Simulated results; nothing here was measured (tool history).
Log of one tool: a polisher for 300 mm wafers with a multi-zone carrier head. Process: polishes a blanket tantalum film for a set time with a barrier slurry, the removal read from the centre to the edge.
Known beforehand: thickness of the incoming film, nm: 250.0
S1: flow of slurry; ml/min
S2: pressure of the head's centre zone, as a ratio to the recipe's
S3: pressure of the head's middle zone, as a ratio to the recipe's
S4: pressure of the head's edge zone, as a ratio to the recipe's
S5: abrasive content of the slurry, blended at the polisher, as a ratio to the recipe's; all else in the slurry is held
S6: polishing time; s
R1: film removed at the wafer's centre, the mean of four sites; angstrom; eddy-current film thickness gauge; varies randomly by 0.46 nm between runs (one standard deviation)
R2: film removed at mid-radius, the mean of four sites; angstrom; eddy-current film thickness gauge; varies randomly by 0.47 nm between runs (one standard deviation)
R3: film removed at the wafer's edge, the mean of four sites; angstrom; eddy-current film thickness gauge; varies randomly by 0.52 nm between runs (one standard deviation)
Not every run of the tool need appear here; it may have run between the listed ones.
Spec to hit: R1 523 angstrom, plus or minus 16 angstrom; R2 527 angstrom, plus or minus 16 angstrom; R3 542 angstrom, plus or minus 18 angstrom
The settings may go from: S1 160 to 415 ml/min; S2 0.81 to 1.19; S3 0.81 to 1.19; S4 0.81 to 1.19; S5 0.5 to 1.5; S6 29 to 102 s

run  hour   S1    S2    S3    S4    S5  S6      R1      R2      R3
  1     0  265     1     1     1     1  65  582.07  581.59  595.17
  2   2.3  255  0.98  0.98  0.97  0.95  65  563.41  564.61  587.45
  3  10.8  250  0.98  0.98  0.95   0.9  65   558.5  556.03  572.39
  4  13.6  250   0.9  0.98  0.95   0.9  65  517.72  568.11     578
  5  21.5  250   0.9  0.98  0.95   1.1  65  542.43  584.95  580.72
  6  22.5  250   0.9  0.98  1.03   1.1  65  537.26  574.38  604.21
  7  26.4  250   0.9  0.98  1.03   1.1  65  536.01  575.18  608.11
  8    35  220  0.92  0.93  0.93  0.95  65  520.06  531.76  563.91
  9  42.7  220  0.93  0.93  0.91  0.95  65   530.5   531.2  562.42

Pick the move, out of 5, that brings all results within their allowed miss; only one does.
  A  50.4  285  1.02     1  0.94   1.3  55   ?   ?   ?
  B  50.4  240  0.94  0.95  0.92     1  62   ?   ?   ?
  C  50.4  225  0.92   0.9  0.97   0.9  68   ?   ?   ?
  D  50.4  160  0.92  0.88  0.98  0.85  69   ?   ?   ?
  E  50.4  270   0.9  0.87  0.98     1  66   ?   ?   ?

move      R1      R2      R3
   A  539.17   517.6  517.38
   B  528.08  528.29  548.18
   C  553.55  541.44   601.9
   D  540.72  520.65  596.17
   E  542.71  527.18  603.61
A: the result that was furthest off in the last run now lies on the other side of its target
B: meets every target
C: lands further from the targets than the last run did
D: lands further from the targets than the last run did
E: lands further from the targets than the last run did
B meets every target.

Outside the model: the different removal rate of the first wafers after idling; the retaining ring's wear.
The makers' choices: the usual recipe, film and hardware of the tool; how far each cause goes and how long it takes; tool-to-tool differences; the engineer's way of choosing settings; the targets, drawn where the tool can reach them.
